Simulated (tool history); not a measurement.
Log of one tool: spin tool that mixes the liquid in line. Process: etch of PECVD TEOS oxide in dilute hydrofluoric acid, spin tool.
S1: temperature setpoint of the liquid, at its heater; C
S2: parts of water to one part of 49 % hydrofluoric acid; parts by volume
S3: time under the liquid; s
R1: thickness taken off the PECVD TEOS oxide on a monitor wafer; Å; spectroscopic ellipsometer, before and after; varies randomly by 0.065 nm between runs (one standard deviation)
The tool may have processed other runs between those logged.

Run 1, hour 0: S1 21 C, S2 215 parts by volume, S3 270 s. Result: R1 83.92 Å.
Run 2, hour 6.8: S1 21 C, S2 255 parts by volume, S3 270 s. Result: R1 67.546 Å.
Run 3, hour 8.5: S1 22 C, S2 240 parts by volume, S3 270 s. Result: R1 75.786 Å.
Run 4, hour 14.2: S1 22 C, S2 170 parts by volume, S3 270 s. Result: R1 115.75 Å.
Run 5, hour 18.9: S1 22 C, S2 170 parts by volume, S3 290 s. Result: R1 123.51 Å.
Run 6, hour 21.3: S1 22 C, S2 170 parts by volume, S3 270 s. Result: R1 115.69 Å.

Run 7 comes next. What will it give?
Run 7, hour 29.3: S1 26 C, S2 150 parts by volume, S3 270 s. Result: R1 ?.

R1: 154.76 Å
